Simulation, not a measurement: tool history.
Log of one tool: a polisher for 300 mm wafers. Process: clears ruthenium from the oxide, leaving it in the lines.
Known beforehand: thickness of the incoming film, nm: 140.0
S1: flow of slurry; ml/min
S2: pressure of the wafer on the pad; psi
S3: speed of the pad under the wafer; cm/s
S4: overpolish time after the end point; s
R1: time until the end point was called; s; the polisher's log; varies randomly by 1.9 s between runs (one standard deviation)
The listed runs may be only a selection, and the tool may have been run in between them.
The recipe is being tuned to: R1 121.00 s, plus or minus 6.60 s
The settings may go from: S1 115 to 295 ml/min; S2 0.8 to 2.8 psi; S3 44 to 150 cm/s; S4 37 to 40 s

run  hour   S1   S2   S3  S4      R1
  1   0.0  190  1.8   96  37  176.18
  2   4.0  190  1.4   96  37  220.02
  3  10.1  190  1.5   96  37  208.48
  4  17.6  190  1.5  118  37  175.13
  5  22.6  190  1.5  118  37  175.51
  6  31.5  190  1.5   96  37  209.58
  7  35.0  190  1.6   96  37  196.27
  8  42.6  190  1.7   96  37  186.77
  9  45.1  190  1.8   96  37  176.06
 10  47.7  190  1.9   96  37  169.88
 11  52.4  190  2.0   96  37  162.91
 12  57.6  190  2.1   96  37  155.69
 13  61.2  190  2.2   96  37  152.52
 14  66.5  190  2.3   96  37  146.71
 15  72.6  190  2.5   98  37  136.18

Which single option among these 5 for the next run brings every result within its allowed miss of target? Just one does.
  A  78.7  230  2.4  100  40   ?
  B  78.7  235  2.5  134  40   ?
  C  78.7  185  2.6   86  37   ?
  D  78.7  180  2.3  100  37   ?
  E  78.7  205  2.4  116  37   ?

move      R1
   A  130.37
   B   98.70
   C  140.98
   D  139.98
   E  117.34
A: better than the last run, though not everything is in spec
B: the result that was furthest off in the last run now lies on the other side of its target
C: lands further from the targets than the last run did
D: lands further from the targets than the last run did
E: all results in spec
Correct choice: E, which meets every target
